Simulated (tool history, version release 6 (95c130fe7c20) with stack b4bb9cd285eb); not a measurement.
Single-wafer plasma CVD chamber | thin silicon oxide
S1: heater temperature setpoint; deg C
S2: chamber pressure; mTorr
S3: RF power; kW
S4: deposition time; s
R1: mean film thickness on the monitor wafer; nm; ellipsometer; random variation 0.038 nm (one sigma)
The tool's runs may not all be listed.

run,day,S1,S2,S3,S4,R1
1,0,395,620,0.33,11.32,17.256
2,0.292,389,620,0.33,11.32,17.322
3,0.625,389,588,0.33,11.32,16.652
4,0.767,389,520,0.33,11.32,15.131
5,1.012,389,520,0.315,11.32,14.874
6,1.338,394,520,0.315,11.32,14.834
7,1.646,394,500,0.315,11.32,14.321
8,1.938,395,486,0.315,11.32,14.116

Run 9 comes next. What will it give?
9,2.288,395,472,0.315,11.32,?

R1: 13.75 nm

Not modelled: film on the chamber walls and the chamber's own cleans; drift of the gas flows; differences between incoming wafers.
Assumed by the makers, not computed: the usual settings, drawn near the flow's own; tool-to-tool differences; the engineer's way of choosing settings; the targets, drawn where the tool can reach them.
